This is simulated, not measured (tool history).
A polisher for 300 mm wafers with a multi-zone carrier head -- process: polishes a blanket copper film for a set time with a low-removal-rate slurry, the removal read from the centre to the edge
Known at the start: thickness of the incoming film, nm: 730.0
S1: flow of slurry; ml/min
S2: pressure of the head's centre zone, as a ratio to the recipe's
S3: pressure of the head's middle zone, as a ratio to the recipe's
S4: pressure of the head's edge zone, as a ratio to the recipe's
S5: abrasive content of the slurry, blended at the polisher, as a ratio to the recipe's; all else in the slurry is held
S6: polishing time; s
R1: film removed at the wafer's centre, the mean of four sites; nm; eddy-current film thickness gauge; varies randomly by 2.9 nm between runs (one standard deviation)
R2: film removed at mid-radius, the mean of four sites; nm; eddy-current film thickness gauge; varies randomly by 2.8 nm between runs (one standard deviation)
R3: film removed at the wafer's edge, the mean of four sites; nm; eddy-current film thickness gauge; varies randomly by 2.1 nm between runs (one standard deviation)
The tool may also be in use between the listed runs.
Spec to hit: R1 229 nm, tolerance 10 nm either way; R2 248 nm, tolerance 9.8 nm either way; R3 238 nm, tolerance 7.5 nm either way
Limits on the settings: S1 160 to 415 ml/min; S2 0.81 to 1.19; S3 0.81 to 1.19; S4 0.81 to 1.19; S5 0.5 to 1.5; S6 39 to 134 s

Run 1, hour 0: S1 265 ml/min, S2 1, S3 1, S4 1, S5 1, S6 86 s. Result: R1 188.9 nm, R2 187.74 nm, R3 182.15 nm.
Run 2, hour 5.6: S1 270 ml/min, S2 1, S3 1.02, S4 1.03, S5 1.1, S6 88 s. Result: R1 197.43 nm, R2 201.57 nm, R3 196.03 nm.
Run 3, hour 13: S1 270 ml/min, S2 1, S3 1.02, S4 0.99, S5 1.1, S6 88 s. Result: R1 194.04 nm, R2 200.82 nm, R3 192.24 nm.
Run 4, hour 16.7: S1 270 ml/min, S2 1, S3 1.07, S4 0.99, S5 1.1, S6 88 s. Result: R1 195.89 nm, R2 206.05 nm, R3 190.84 nm.
Run 5, hour 25.1: S1 270 ml/min, S2 1, S3 1.07, S4 0.91, S5 1.1, S6 88 s. Result: R1 197.75 nm, R2 206.07 nm, R3 185.34 nm.
Run 6, hour 32.2: S1 270 ml/min, S2 1, S3 1.07, S4 0.91, S5 1.1, S6 70 s. Result: R1 153.12 nm, R2 168.29 nm, R3 149.23 nm.
Run 7, hour 37.1: S1 275 ml/min, S2 1, S3 1.07, S4 0.95, S5 1.2, S6 75 s. Result: R1 171.86 nm, R2 178.31 nm, R3 165.12 nm.
Run 8, hour 42.4: S1 275 ml/min, S2 0.98, S3 1.09, S4 0.97, S5 1.25, S6 79 s. Result: R1 178.69 nm, R2 195.41 nm, R3 174.76 nm.
Run 9, hour 46.1: S1 275 ml/min, S2 0.97, S3 1.08, S4 1, S5 1.3, S6 82 s. Result: R1 183.05 nm, R2 199.91 nm, R3 186.62 nm.
Run 10, hour 54.5: S1 305 ml/min, S2 1.05, S3 1.17, S4 1.1, S5 1.5, S6 94 s. Result: R1 235.62 nm, R2 257.95 nm, R3 230.41 nm.

Below are 5 possible settings for the next run. Only one of them brings all results inside the allowed miss of their targets. Which is it?
Run A, hour 62.9: S1 315 ml/min, S2 1.02, S3 1.12, S4 1.18, S5 1.5, S6 93 s. Result: R1 ?, R2 ?, R3 ?.
Run B, hour 62.9: S1 240 ml/min, S2 0.89, S3 0.97, S4 1.19, S5 1.5, S6 100 s. Result: R1 ?, R2 ?, R3 ?.
Run C, hour 62.9: S1 405 ml/min, S2 1.09, S3 1.19, S4 0.98, S5 1.25, S6 96 s. Result: R1 ?, R2 ?, R3 ?.
Run D, hour 62.9: S1 230 ml/min, S2 0.99, S3 1.18, S4 1.1, S5 1.5, S6 102 s. Result: R1 ?, R2 ?, R3 ?.
Run E, hour 62.9: S1 310 ml/min, S2 0.96, S3 1.16, S4 1.11, S5 1.5, S6 90 s. Result: R1 ?, R2 ?, R3 ?.

move      R1      R2      R3
   A  233.88  242.78  235.45
   B  214.01  224.35  249.02
   C   253.7  260.03  217.54
   D  239.96  268.88  242.54
   E  213.56  241.88  220.63
A: all results land within tolerance of their targets
B: the result that was furthest off in the last run now lies on the other side of its target
C: lands further from the targets than the last run did
D: lands further from the targets than the last run did
E: corrects the largest miss of the last run, while another result sits out of spec
The right move is A.
